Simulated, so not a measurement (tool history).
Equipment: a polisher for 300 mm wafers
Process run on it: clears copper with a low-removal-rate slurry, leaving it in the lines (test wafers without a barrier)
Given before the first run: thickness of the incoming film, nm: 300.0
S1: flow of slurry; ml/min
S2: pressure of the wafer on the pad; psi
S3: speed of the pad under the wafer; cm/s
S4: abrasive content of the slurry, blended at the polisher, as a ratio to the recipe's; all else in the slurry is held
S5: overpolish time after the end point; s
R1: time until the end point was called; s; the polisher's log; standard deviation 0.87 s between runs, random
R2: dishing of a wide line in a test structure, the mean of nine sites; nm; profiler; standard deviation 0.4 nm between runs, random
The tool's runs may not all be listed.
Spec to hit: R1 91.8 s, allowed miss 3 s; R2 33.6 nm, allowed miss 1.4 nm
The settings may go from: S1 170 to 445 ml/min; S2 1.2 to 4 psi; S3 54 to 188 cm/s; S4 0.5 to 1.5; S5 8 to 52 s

run	hour	S1	S2	S3	S4	S5	R1	R2
1	0	285	2.6	120	1	26	107.69	46.664
2	6.3	290	2.7	120	1	21	105.93	40.155
3	12.8	290	2.7	120	1	29	106.14	51.811
4	15.8	290	2.8	120	1	23	101.13	44.202
5	22.2	290	2.8	120	1.15	23	96.957	45.415
6	29.3	290	2.8	120	1.25	23	96.423	46.63
7	36.9	285	2.9	120	1.2	19	95.142	40.975
8	40.7	295	3.1	120	1.15	11	91.465	26.056
9	48	280	3	122	1.2	12	90.454	28.681
10	52.1	280	2.9	122	1.25	13	91.67	29.637
11	59.5	280	2.9	122	1.25	14	92.319	32.193

Next run, 4 choices. One meets every target within its allowed miss, the rest don't. Which?
A	66.9	310	2.5	152	1.15	16	?	?
B	66.9	285	2.6	132	1.35	15	?	?
C	66.9	315	3.5	110	1.25	15	?	?
D	66.9	270	3	118	1.4	17	?	?

move	R1	R2
A	86.269	37.463
B	93.199	33.263
C	86.513	35.94
D	91.556	37.851
A: takes the biggest miss from the last run beyond its target
B: all results in spec
C: takes the biggest miss from the last run beyond its target
D: takes the biggest miss from the last run beyond its target
Move B is the one to make.
